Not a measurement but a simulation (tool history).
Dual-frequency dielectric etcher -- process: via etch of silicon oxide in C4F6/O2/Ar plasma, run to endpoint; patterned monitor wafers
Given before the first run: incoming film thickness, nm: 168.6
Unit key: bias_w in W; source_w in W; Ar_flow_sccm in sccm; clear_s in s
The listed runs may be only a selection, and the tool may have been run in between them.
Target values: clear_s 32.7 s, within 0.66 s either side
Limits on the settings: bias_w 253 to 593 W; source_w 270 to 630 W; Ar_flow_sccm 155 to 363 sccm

{"run": 1, "hour": 0.0, "bias_w": 423, "source_w": 450, "Ar_flow_sccm": 259, "clear_s": 36.637}
{"run": 2, "hour": 8.2, "bias_w": 423, "source_w": 450, "Ar_flow_sccm": 230, "clear_s": 36.262}
{"run": 3, "hour": 9.5, "bias_w": 423, "source_w": 450, "Ar_flow_sccm": 193, "clear_s": 35.552}
{"run": 4, "hour": 12.3, "bias_w": 423, "source_w": 450, "Ar_flow_sccm": 209, "clear_s": 35.997}
{"run": 5, "hour": 16.8, "bias_w": 366, "source_w": 450, "Ar_flow_sccm": 209, "clear_s": 37.78}
{"run": 6, "hour": 25.2, "bias_w": 380, "source_w": 450, "Ar_flow_sccm": 209, "clear_s": 37.671}
{"run": 7, "hour": 26.5, "bias_w": 392, "source_w": 450, "Ar_flow_sccm": 209, "clear_s": 37.126}
{"run": 8, "hour": 35.1, "bias_w": 404, "source_w": 450, "Ar_flow_sccm": 209, "clear_s": 36.843}
{"run": 9, "hour": 40.2, "bias_w": 415, "source_w": 450, "Ar_flow_sccm": 209, "clear_s": 36.407}
{"run": 10, "hour": 45.0, "bias_w": 426, "source_w": 450, "Ar_flow_sccm": 209, "clear_s": 35.982}
{"run": 11, "hour": 49.7, "bias_w": 435, "source_w": 450, "Ar_flow_sccm": 209, "clear_s": 35.814}
{"run": 12, "hour": 51.3, "bias_w": 444, "source_w": 450, "Ar_flow_sccm": 209, "clear_s": 35.485}
{"run": 13, "hour": 58.0, "bias_w": 452, "source_w": 450, "Ar_flow_sccm": 209, "clear_s": 35.447}
{"run": 14, "hour": 62.7, "bias_w": 461, "source_w": 450, "Ar_flow_sccm": 209, "clear_s": 34.731}
{"run": 15, "hour": 65.2, "bias_w": 467, "source_w": 450, "Ar_flow_sccm": 209, "clear_s": 34.867}
{"run": 16, "hour": 68.2, "bias_w": 474, "source_w": 450, "Ar_flow_sccm": 209, "clear_s": 34.674}
{"run": 17, "hour": 77.0, "bias_w": 474, "source_w": 450, "Ar_flow_sccm": 209, "clear_s": 34.689}
{"run": 18, "hour": 83.6, "bias_w": 480, "source_w": 450, "Ar_flow_sccm": 209, "clear_s": 34.477}
{"run": 19, "hour": 90.1, "bias_w": 486, "source_w": 450, "Ar_flow_sccm": 209, "clear_s": 34.289}
{"run": 20, "hour": 98.3, "bias_w": 491, "source_w": 450, "Ar_flow_sccm": 209, "clear_s": 34.24}
{"run": 21, "hour": 106.3, "bias_w": 496, "source_w": 450, "Ar_flow_sccm": 209, "clear_s": 34.114}
{"run": 22, "hour": 110.6, "bias_w": 501, "source_w": 450, "Ar_flow_sccm": 209, "clear_s": 34.283}

Next run, 4 choices. One meets every target within its allowed miss, the rest don't. Which?
{"run": "A", "hour": 114.9, "bias_w": 532, "source_w": 450, "Ar_flow_sccm": 157, "clear_s": "?"}
{"run": "B", "hour": 114.9, "bias_w": 428, "source_w": 490, "Ar_flow_sccm": 191, "clear_s": "?"}
{"run": "C", "hour": 114.9, "bias_w": 458, "source_w": 440, "Ar_flow_sccm": 198, "clear_s": "?"}
{"run": "D", "hour": 114.9, "bias_w": 476, "source_w": 440, "Ar_flow_sccm": 211, "clear_s": "?"}

move=A clear_s=33.096
move=B clear_s=34.527
move=C clear_s=35.757
move=D clear_s=35.44
A: in spec on every target
B: misses by more than the last run did
C: misses by more than the last run did
D: misses by more than the last run did
A is the move that brings every result within its allowed miss.

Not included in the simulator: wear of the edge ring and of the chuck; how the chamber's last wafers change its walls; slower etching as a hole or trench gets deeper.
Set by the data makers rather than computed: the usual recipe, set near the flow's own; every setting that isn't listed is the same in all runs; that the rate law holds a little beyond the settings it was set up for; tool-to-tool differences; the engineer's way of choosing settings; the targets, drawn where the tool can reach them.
